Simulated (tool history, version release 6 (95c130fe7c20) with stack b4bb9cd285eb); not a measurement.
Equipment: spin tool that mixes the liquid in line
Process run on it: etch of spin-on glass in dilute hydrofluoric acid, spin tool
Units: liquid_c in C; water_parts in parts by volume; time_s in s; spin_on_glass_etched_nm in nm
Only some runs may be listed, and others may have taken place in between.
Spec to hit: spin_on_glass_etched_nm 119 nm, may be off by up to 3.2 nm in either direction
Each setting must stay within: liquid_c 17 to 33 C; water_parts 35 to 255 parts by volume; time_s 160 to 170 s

run 1 day=0 | liquid_c=25 water_parts=145 time_s=160 | spin_on_glass_etched_nm=50.495
run 2 day=0.283 | liquid_c=28.5 water_parts=145 time_s=160 | spin_on_glass_etched_nm=58.241
run 3 day=0.467 | liquid_c=29 water_parts=135 time_s=160 | spin_on_glass_etched_nm=64.272
run 4 day=0.679 | liquid_c=29.5 water_parts=125 time_s=160 | spin_on_glass_etched_nm=72.136
run 5 day=1.054 | liquid_c=29.5 water_parts=125 time_s=170 | spin_on_glass_etched_nm=75.793
run 6 day=1.079 | liquid_c=29.5 water_parts=125 time_s=160 | spin_on_glass_etched_nm=72.864
run 7 day=1.25 | liquid_c=30 water_parts=120 time_s=160 | spin_on_glass_etched_nm=77.563
-- day=1.575 hydrofluoric acid flow meter replaced
run 8 day=1.575 | liquid_c=30.5 water_parts=115 time_s=160 | spin_on_glass_etched_nm=95.055
run 9 day=1.875 | liquid_c=30.5 water_parts=115 time_s=160 | spin_on_glass_etched_nm=95.905
run 10 day=2.162 | liquid_c=31 water_parts=115 time_s=160 | spin_on_glass_etched_nm=97.21
run 11 day=2.496 | liquid_c=31.5 water_parts=115 time_s=160 | spin_on_glass_etched_nm=99.953
run 12 day=2.721 | liquid_c=32.5 water_parts=110 time_s=160 | spin_on_glass_etched_nm=107.23

Next run, 5 choices. One meets every target within its allowed miss, the rest don't. Which?
run A day=2.946 | liquid_c=32.5 water_parts=100 time_s=170 | spin_on_glass_etched_nm=?
run B day=2.946 | liquid_c=32 water_parts=125 time_s=165 | spin_on_glass_etched_nm=?
run C day=2.946 | liquid_c=32 water_parts=105 time_s=170 | spin_on_glass_etched_nm=?
run D day=2.946 | liquid_c=31 water_parts=110 time_s=160 | spin_on_glass_etched_nm=?
run E day=2.946 | liquid_c=33 water_parts=100 time_s=165 | spin_on_glass_etched_nm=?

move=A spin_on_glass_etched_nm=128.14
move=B spin_on_glass_etched_nm=94.21
move=C spin_on_glass_etched_nm=118.94
move=D spin_on_glass_etched_nm=102.26
move=E spin_on_glass_etched_nm=126.67
A: the result that was furthest off in the last run now lies on the other side of its target
B: further off than the last run
C: hits every target within its allowed miss
D: further off than the last run
E: the result that was furthest off in the last run now lies on the other side of its target
The move that meets every target is C.

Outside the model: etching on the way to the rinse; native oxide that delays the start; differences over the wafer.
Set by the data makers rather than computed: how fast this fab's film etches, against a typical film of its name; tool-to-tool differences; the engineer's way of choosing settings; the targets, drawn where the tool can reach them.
